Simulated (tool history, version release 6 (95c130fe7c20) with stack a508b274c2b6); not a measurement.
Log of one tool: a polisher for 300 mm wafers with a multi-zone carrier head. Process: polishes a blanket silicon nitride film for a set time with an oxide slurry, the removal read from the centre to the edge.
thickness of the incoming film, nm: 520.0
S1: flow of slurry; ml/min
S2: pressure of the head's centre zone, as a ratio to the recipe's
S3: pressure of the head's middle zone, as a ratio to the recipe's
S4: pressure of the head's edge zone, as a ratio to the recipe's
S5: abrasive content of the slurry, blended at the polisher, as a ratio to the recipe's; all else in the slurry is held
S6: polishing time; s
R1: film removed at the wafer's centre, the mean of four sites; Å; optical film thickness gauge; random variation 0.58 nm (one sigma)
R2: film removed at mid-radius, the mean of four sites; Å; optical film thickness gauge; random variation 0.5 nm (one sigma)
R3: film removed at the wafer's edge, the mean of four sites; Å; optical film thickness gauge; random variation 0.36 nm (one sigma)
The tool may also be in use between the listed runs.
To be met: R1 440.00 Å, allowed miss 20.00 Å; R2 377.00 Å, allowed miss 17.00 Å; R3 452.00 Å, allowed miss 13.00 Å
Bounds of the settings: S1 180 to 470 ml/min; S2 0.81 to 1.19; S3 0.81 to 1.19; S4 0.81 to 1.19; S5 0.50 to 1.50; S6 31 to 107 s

Run 1, day 0.000: S1 300 ml/min, S2 1.00, S3 1.00, S4 1.00, S5 1.00, S6 69 s. Result: R1 503.79 Å, R2 496.91 Å, R3 503.36 Å.
Run 2, day 0.221: S1 300 ml/min, S2 1.00, S3 1.00, S4 0.94, S5 1.00, S6 69 s. Result: R1 501.55 Å, R2 500.61 Å, R3 486.51 Å.
Run 3, day 0.408: S1 355 ml/min, S2 1.00, S3 1.00, S4 0.94, S5 1.00, S6 69 s. Result: R1 511.38 Å, R2 517.94 Å, R3 479.29 Å.
Run 4, day 0.625: S1 320 ml/min, S2 0.99, S3 0.94, S4 0.94, S5 0.95, S6 69 s. Result: R1 495.51 Å, R2 466.52 Å, R3 484.19 Å.
Run 5, day 0.875: S1 310 ml/min, S2 0.98, S3 0.90, S4 0.93, S5 0.90, S6 69 s. Result: R1 467.54 Å, R2 445.71 Å, R3 463.92 Å.
At day 0.921: worn pad replaced by a new one.
Run 6, day 0.921: S1 310 ml/min, S2 0.98, S3 0.90, S4 0.93, S5 0.90, S6 85 s. Result: R1 661.33 Å, R2 596.93 Å, R3 634.62 Å.
Run 7, day 1.146: S1 290 ml/min, S2 0.98, S3 0.87, S4 0.94, S5 0.75, S6 81 s. Result: R1 566.57 Å, R2 521.10 Å, R3 567.99 Å.
Run 8, day 1.512: S1 275 ml/min, S2 1.00, S3 0.85, S4 0.96, S5 0.65, S6 77 s. Result: R1 530.28 Å, R2 436.53 Å, R3 504.40 Å.
Run 9, day 1.783: S1 270 ml/min, S2 0.98, S3 0.84, S4 0.96, S5 0.60, S6 76 s. Result: R1 480.97 Å, R2 417.41 Å, R3 474.71 Å.
Run 10, day 1.942: S1 265 ml/min, S2 0.97, S3 0.83, S4 0.98, S5 0.55, S6 76 s. Result: R1 459.25 Å, R2 396.12 Å, R3 456.64 Å.

Which of these 5 next moves meets every target?
Run A, day 2.100: S1 255 ml/min, S2 0.98, S3 0.93, S4 0.94, S5 0.65, S6 69 s. Result: R1 ?, R2 ?, R3 ?.
Run B, day 2.100: S1 205 ml/min, S2 0.88, S3 0.83, S4 0.91, S5 0.60, S6 78 s. Result: R1 ?, R2 ?, R3 ?.
Run C, day 2.100: S1 230 ml/min, S2 0.86, S3 0.85, S4 1.00, S5 0.55, S6 79 s. Result: R1 ?, R2 ?, R3 ?.
Run D, day 2.100: S1 355 ml/min, S2 0.94, S3 0.81, S4 1.00, S5 0.50, S6 77 s. Result: R1 ?, R2 ?, R3 ?.
Run E, day 2.100: S1 305 ml/min, S2 1.07, S3 0.90, S4 1.00, S5 0.55, S6 75 s. Result: R1 ?, R2 ?, R3 ?.

move      R1      R2      R3
   A  448.18  439.59  446.22
   B  436.34  425.63  470.54
   C  420.50  425.20  480.13
   D  435.17  392.97  457.91
   E  488.44  433.51  464.20
A: further off than the last run
B: further off than the last run
C: further off than the last run
D: meets every target
E: further off than the last run
The right move is D.

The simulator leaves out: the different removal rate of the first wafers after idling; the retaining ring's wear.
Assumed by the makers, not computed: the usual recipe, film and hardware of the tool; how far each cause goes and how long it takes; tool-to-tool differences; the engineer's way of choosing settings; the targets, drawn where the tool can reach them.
